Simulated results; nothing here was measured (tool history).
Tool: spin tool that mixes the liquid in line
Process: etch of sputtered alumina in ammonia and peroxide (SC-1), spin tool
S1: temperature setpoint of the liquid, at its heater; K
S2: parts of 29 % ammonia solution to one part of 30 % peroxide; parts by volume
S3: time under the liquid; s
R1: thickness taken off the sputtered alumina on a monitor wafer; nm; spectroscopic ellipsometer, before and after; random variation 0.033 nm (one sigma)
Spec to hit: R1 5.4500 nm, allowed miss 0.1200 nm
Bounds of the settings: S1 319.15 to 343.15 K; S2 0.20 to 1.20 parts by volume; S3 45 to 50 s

Run 1, hour 0.0: S1 335.15 K, S2 0.80 parts by volume, S3 45 s. Result: R1 6.1711 nm.
Run 2, hour 1.3: S1 335.15 K, S2 0.95 parts by volume, S3 45 s. Result: R1 6.2779 nm.
Run 3, hour 4.0: S1 334.65 K, S2 0.95 parts by volume, S3 45 s. Result: R1 6.1969 nm.
Run 4, hour 5.8: S1 334.65 K, S2 0.95 parts by volume, S3 45 s. Result: R1 6.1546 nm.
Run 5, hour 6.4: S1 337.65 K, S2 0.95 parts by volume, S3 45 s. Result: R1 7.2101 nm.
Run 6, hour 7.8: S1 337.15 K, S2 0.95 parts by volume, S3 45 s. Result: R1 6.9949 nm.
Run 7, hour 15.7: S1 336.65 K, S2 0.95 parts by volume, S3 45 s. Result: R1 6.8399 nm.
Run 8, hour 24.4: S1 336.15 K, S2 0.95 parts by volume, S3 45 s. Result: R1 6.6566 nm.
Run 9, hour 32.7: S1 335.65 K, S2 0.95 parts by volume, S3 45 s. Result: R1 6.4948 nm.
Run 10, hour 36.1: S1 335.15 K, S2 0.95 parts by volume, S3 45 s. Result: R1 6.2842 nm.
Run 11, hour 38.9: S1 334.65 K, S2 0.95 parts by volume, S3 45 s. Result: R1 6.2072 nm.
Run 12, hour 43.2: S1 334.15 K, S2 0.95 parts by volume, S3 45 s. Result: R1 5.9664 nm.
Run 13, hour 47.5: S1 333.15 K, S2 0.95 parts by volume, S3 45 s. Result: R1 5.6843 nm.

Exactly one of the 4 candidate moves below puts every result within its allowed miss. Which one?
Run A, hour 51.8: S1 330.15 K, S2 0.95 parts by volume, S3 50 s. Result: R1 ?.
Run B, hour 51.8: S1 332.15 K, S2 0.80 parts by volume, S3 50 s. Result: R1 ?.
Run C, hour 51.8: S1 331.65 K, S2 1.10 parts by volume, S3 50 s. Result: R1 ?.
Run D, hour 51.8: S1 334.15 K, S2 0.90 parts by volume, S3 45 s. Result: R1 ?.

move      R1
   A  5.3862
   B  5.8855
   C  5.9099
   D  5.9409
A: all results land within tolerance of their targets
B: the biggest miss grows against the last run
C: the biggest miss grows against the last run
D: the biggest miss grows against the last run
So the answer is move A, the one that meets all the targets.
